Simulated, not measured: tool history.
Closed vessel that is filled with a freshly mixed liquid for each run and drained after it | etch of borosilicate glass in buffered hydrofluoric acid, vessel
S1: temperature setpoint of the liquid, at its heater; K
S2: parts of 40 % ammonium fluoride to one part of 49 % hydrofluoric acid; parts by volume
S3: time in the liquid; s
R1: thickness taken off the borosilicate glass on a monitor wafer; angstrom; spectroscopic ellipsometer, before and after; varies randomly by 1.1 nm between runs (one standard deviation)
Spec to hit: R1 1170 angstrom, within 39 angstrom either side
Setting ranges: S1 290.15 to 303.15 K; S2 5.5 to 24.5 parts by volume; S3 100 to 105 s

Run 1, hour 0: S1 295.15 K, S2 15 parts by volume, S3 100 s. Result: R1 718.29 angstrom.
Run 2, hour 5.3: S1 295.15 K, S2 19 parts by volume, S3 100 s. Result: R1 572.26 angstrom.
Run 3, hour 10.1: S1 295.15 K, S2 22 parts by volume, S3 100 s. Result: R1 515.11 angstrom.
Run 4, hour 11.5: S1 296.65 K, S2 20.5 parts by volume, S3 100 s. Result: R1 577.51 angstrom.
Run 5, hour 15.8: S1 296.65 K, S2 20.5 parts by volume, S3 100 s. Result: R1 583.49 angstrom.
Run 6, hour 16.9: S1 293.65 K, S2 20.5 parts by volume, S3 100 s. Result: R1 495.04 angstrom.
Run 7, hour 23.5: S1 295.15 K, S2 19.5 parts by volume, S3 100 s. Result: R1 545.65 angstrom.
Run 8, hour 24: S1 299.15 K, S2 14.5 parts by volume, S3 100 s. Result: R1 934.7 angstrom.
Run 9, hour 28: S1 299.65 K, S2 14.5 parts by volume, S3 100 s. Result: R1 963.73 angstrom.
Run 10, hour 35: S1 300.15 K, S2 14.5 parts by volume, S3 100 s. Result: R1 990.43 angstrom.
Run 11, hour 42.7: S1 300.65 K, S2 14.5 parts by volume, S3 100 s. Result: R1 1005.3 angstrom.
Run 12, hour 43.4: S1 301.15 K, S2 14.5 parts by volume, S3 100 s. Result: R1 1037.6 angstrom.
Run 13, hour 48.3: S1 301.65 K, S2 14.5 parts by volume, S3 100 s. Result: R1 1058.5 angstrom.

Which single option among these 5 for the next run brings every result within its allowed miss of target? Just one does.
Run A, hour 53.2: S1 301.65 K, S2 16.5 parts by volume, S3 105 s. Result: R1 ?.
Run B, hour 53.2: S1 303.15 K, S2 17 parts by volume, S3 100 s. Result: R1 ?.
Run C, hour 53.2: S1 300.15 K, S2 15.5 parts by volume, S3 100 s. Result: R1 ?.
Run D, hour 53.2: S1 301.65 K, S2 13 parts by volume, S3 100 s. Result: R1 ?.
Run E, hour 53.2: S1 302.15 K, S2 18.5 parts by volume, S3 105 s. Result: R1 ?.

move      R1
   A  987.26
   B  987.81
   C  923.79
   D    1190
   E  905.18
A: lands further from the targets than the last run did
B: lands further from the targets than the last run did
C: lands further from the targets than the last run did
D: meets every target
E: lands further from the targets than the last run did
Answer: D

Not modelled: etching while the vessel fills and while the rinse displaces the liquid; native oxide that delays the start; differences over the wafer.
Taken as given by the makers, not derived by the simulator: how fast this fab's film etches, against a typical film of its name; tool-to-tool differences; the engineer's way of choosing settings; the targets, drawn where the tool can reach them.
